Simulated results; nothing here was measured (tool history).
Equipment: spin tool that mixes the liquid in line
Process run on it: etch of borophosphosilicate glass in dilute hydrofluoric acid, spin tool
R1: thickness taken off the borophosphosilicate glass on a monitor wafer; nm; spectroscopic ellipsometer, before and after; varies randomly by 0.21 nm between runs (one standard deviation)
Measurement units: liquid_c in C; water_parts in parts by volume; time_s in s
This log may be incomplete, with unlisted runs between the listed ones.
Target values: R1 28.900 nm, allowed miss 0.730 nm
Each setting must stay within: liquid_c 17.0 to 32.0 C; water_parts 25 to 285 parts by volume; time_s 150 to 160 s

run 1 day=0.000 | liquid_c=24.0 water_parts=155 time_s=150 | R1=22.035
run 2 day=0.058 | liquid_c=25.0 water_parts=155 time_s=150 | R1=22.806
run 3 day=0.400 | liquid_c=25.0 water_parts=155 time_s=150 | R1=22.961
run 4 day=0.767 | liquid_c=25.5 water_parts=155 time_s=150 | R1=23.358
run 5 day=1.071 | liquid_c=25.5 water_parts=100 time_s=150 | R1=39.035
run 6 day=1.342 | liquid_c=25.5 water_parts=100 time_s=150 | R1=38.720
run 7 day=1.404 | liquid_c=24.5 water_parts=100 time_s=150 | R1=36.627
run 8 day=1.671 | liquid_c=24.0 water_parts=100 time_s=150 | R1=36.491
run 9 day=1.975 | liquid_c=23.0 water_parts=100 time_s=150 | R1=34.447
run 10 day=2.233 | liquid_c=22.5 water_parts=100 time_s=150 | R1=34.573
run 11 day=2.296 | liquid_c=22.0 water_parts=100 time_s=150 | R1=33.399
run 12 day=2.504 | liquid_c=21.5 water_parts=100 time_s=150 | R1=33.218
run 13 day=2.829 | liquid_c=17.5 water_parts=100 time_s=150 | R1=28.279

Which one of the following 5 next-run settings gets every result inside its allowed miss? There is exactly one.
run A day=3.154 | liquid_c=17.0 water_parts=105 time_s=155 | R1=?
run B day=3.154 | liquid_c=17.5 water_parts=105 time_s=150 | R1=?
run C day=3.154 | liquid_c=18.0 water_parts=110 time_s=160 | R1=?
run D day=3.154 | liquid_c=18.0 water_parts=100 time_s=150 | R1=?
run E day=3.154 | liquid_c=17.0 water_parts=100 time_s=150 | R1=?

move=A R1=26.580
move=B R1=26.268
move=C R1=27.166
move=D R1=28.313
move=E R1=27.148
A: further off than the last run
B: further off than the last run
C: further off than the last run
D: all results in spec
E: further off than the last run
The right move is D.
